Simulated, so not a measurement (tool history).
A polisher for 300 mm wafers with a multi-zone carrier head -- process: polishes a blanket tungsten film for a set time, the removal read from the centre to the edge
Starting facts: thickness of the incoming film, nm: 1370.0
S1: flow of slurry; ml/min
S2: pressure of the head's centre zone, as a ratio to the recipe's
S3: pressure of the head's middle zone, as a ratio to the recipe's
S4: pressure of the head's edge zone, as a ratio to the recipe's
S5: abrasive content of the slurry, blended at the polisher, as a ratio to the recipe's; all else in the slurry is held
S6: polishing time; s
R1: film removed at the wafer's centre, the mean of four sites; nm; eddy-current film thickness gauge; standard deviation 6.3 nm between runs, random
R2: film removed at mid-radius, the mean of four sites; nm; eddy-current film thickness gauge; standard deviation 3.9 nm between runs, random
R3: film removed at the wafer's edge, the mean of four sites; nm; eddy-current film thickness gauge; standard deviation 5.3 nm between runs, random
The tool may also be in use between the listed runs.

run	day	S1	S2	S3	S4	S5	S6	R1	R2	R3
1	0	250	1	1	1	1	70	491.73	469.96	475.58
2	0.042	250	1	1.09	1	1	70	484.43	501.81	471.19
3	0.108	250	1	1.09	1	1.15	70	502.49	520.04	472.59
4	0.325	260	1.02	1.07	1.03	1.2	72	528.26	534.52	506.21
5	0.592	270	1.05	1.05	1.04	1.25	74	569.48	540.3	528.58
6	0.754	225	1.05	1.05	1.04	1.25	74	563.64	530.72	527.09
7	1.004	230	1.07	1.05	1.05	1.3	76	590.76	555.39	547.3

Run 8 has not been measured yet. What should we expect?
8	1.05	300	1.17	0.95	1.09	1.5	85	?	?	?

{"run 8": {"R1": 765.47, "R2": 600.88, "R3": 660.24}}

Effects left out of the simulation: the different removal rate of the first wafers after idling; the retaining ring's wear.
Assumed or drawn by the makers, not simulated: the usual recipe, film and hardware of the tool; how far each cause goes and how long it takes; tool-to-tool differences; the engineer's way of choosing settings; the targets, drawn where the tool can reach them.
